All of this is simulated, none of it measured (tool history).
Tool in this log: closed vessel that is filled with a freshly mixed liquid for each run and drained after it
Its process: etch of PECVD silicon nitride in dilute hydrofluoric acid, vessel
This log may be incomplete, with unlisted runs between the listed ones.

| run | hour | temperature setpoint of the liquid (C) | parts of water to one part of 49 % hydrofluoric acid (parts by volume) | time in the liquid (s) | thickness taken off the PECVD silicon nitride on a monitor wafer (Å) |
|---|---|---|---|---|---|
| 1 | 0.0 | 26 | 165 | 2695 | 690.98 |
| 2 | 3.8 | 26 | 165 | 2695 | 685.14 |
| 3 | 11.2 | 26 | 205 | 2695 | 555.13 |
| 4 | 20.7 | 26 | 205 | 2905 | 596.29 |
| 5 | 27.3 | 26 | 205 | 2695 | 548.54 |
| 6 | 35.5 | 24 | 205 | 2695 | 492.43 |

The next listed run, before its measurement:
| 7 | 42.8 | 27 | 155 | 2755 | ? |

Run 7 yielded thickness taken off the PECVD silicon nitride on a monitor wafer (Å) 802.68.

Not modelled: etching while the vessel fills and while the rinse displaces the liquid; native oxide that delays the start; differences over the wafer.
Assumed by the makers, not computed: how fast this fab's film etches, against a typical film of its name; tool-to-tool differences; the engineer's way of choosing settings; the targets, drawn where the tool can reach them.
